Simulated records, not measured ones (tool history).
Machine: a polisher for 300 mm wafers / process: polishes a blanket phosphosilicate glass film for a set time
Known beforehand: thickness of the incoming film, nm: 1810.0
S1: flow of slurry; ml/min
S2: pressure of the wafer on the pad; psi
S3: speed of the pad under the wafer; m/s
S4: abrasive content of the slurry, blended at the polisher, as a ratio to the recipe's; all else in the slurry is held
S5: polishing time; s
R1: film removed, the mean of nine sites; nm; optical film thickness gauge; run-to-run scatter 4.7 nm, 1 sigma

run  hour   S1   S2   S3    S4   S5      R1
  1     0  150    2  1.2     1  122  710.95
  2     9  125    2  1.2     1  122  682.46
  3    17  125  1.9  1.2     1  122  643.91
  4  22.7  120  1.8  1.2     1  122  601.53
  5  28.6  120  2.3  1.2     1  122  766.48
  6  33.6  120  2.3  1.2  1.15  122  804.34
  7  36.7  115  2.2  1.2  1.15  122  774.07
  8  45.5  115  2.1  1.2  1.15  122   747.9
  9  52.7  115    2  1.2  1.15  122   700.8

Expected results for the next run?
 10  54.7  115  1.9  1.2  1.15  122   ?

Run 10 produced R1 674.84 nm.
